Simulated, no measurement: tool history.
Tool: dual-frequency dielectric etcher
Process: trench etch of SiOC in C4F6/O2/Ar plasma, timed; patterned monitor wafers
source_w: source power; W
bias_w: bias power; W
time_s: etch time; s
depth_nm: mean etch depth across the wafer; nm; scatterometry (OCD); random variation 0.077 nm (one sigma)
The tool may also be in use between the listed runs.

run 1 day=0.000 | source_w=370 bias_w=227 time_s=15 | depth_nm=31.577
run 2 day=0.179 | source_w=370 bias_w=227 time_s=15 | depth_nm=31.633
run 3 day=0.446 | source_w=370 bias_w=227 time_s=16 | depth_nm=33.718
run 4 day=0.658 | source_w=340 bias_w=227 time_s=16 | depth_nm=32.751
run 5 day=0.929 | source_w=300 bias_w=227 time_s=16 | depth_nm=31.235
run 6 day=1.112 | source_w=300 bias_w=210 time_s=16 | depth_nm=30.399
run 7 day=1.325 | source_w=290 bias_w=208 time_s=16 | depth_nm=29.824
run 8 day=1.638 | source_w=280 bias_w=207 time_s=16 | depth_nm=29.521
run 9 day=1.754 | source_w=270 bias_w=206 time_s=16 | depth_nm=28.985
run 10 day=1.792 | source_w=270 bias_w=205 time_s=16 | depth_nm=28.972
run 11 day=2.146 | source_w=270 bias_w=204 time_s=16 | depth_nm=28.935
run 12 day=2.329 | source_w=270 bias_w=203 time_s=16 | depth_nm=28.963
run 13 day=2.417 | source_w=270 bias_w=202 time_s=16 | depth_nm=28.919
run 14 day=2.758 | source_w=270 bias_w=201 time_s=16 | depth_nm=28.841
run 15 day=2.871 | source_w=270 bias_w=200 time_s=16 | depth_nm=28.684
run 16 day=3.025 | source_w=270 bias_w=199 time_s=16 | depth_nm=28.693
run 17 day=3.221 | source_w=270 bias_w=198 time_s=16 | depth_nm=28.690

Run 18 comes next. What will it give?
run 18 day=3.375 | source_w=270 bias_w=197 time_s=16 | depth_nm=?

depth_nm: 28.600 nm

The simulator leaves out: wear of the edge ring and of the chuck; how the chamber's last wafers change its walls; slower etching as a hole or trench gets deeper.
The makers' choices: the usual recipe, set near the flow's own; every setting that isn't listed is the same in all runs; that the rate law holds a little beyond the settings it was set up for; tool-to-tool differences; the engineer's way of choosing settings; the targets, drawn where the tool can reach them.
